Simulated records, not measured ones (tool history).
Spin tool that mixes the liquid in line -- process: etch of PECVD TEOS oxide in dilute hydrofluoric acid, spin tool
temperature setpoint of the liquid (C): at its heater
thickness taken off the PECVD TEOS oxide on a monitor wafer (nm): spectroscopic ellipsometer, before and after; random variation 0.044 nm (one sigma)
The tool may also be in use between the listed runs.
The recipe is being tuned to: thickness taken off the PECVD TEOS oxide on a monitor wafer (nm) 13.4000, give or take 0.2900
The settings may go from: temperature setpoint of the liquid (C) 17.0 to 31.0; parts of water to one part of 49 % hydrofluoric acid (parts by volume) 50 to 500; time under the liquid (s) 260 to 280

run	hour	temperature setpoint of the liquid (C)	parts of water to one part of 49 % hydrofluoric acid (parts by volume)	time under the liquid (s)	thickness taken off the PECVD TEOS oxide on a monitor wafer (nm)
1	0.0	23.0	275	260	9.9546
2	6.7	24.5	275	260	10.4600
3	7.6	24.5	275	260	10.5140
4	12.1	24.5	275	260	10.5150
5	15.5	24.5	275	280	11.3550
6	18.7	25.5	275	280	11.7040
7	24.2	26.5	275	280	12.1040
8	32.2	27.0	275	280	12.3030
9	39.1	27.5	275	280	12.5690
10	46.6	28.0	275	280	12.7510
11	49.9	28.5	275	280	13.0150

Which one of the following 4 next-run settings gets every result inside its allowed miss? There is exactly one.
A	53.2	30.0	290	280	?
B	53.2	30.5	265	280	?
C	53.2	28.0	250	280	?
D	53.2	30.5	270	265	?

move	thickness taken off the PECVD TEOS oxide on a monitor wafer (nm)
A	12.6520
B	14.4870
C	14.4080
D	13.3770
A: its largest miss is bigger than the last run's
B: moves the result that the last run missed by most past its target, out the other side
C: moves the result that the last run missed by most past its target, out the other side
D: all results land within tolerance of their targets
Go with D: it meets all targets.
